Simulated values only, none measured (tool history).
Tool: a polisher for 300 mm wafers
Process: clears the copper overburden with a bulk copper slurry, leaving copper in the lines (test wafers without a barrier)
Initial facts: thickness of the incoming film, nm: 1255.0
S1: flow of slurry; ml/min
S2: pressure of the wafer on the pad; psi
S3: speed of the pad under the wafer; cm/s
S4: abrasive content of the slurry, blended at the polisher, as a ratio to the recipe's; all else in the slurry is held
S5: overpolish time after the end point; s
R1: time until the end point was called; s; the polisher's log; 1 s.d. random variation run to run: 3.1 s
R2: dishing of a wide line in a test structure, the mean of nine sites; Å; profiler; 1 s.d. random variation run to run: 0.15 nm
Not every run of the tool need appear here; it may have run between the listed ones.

run	day	S1	S2	S3	S4	S5	R1	R2
1	0.000	135	2.2	112	1.00	12	152.03	239.27
2	0.162	135	2.1	112	1.00	11	159.04	233.19
3	0.508	135	1.7	112	1.00	11	197.39	219.48
4	0.700	115	1.7	112	1.00	11	209.01	219.05
5	0.875	115	1.7	94	1.00	11	237.62	207.46
6	0.992	115	1.7	94	1.10	11	235.98	212.32
7	1.304	145	1.1	126	0.85	5	277.50	128.98
8	1.562	145	1.1	126	0.85	5	275.18	128.60
9	1.612	150	1.1	126	0.85	5	268.69	128.99
10	1.725	150	1.1	126	0.85	5	279.25	128.00
11	1.938	150	1.1	128	0.85	5	271.09	130.94

What does the tool deliver on the next run?
12	2.067	150	1.1	130	0.85	5	?	?

Run 12 produced R1 274.86 s, R2 130.45 Å.

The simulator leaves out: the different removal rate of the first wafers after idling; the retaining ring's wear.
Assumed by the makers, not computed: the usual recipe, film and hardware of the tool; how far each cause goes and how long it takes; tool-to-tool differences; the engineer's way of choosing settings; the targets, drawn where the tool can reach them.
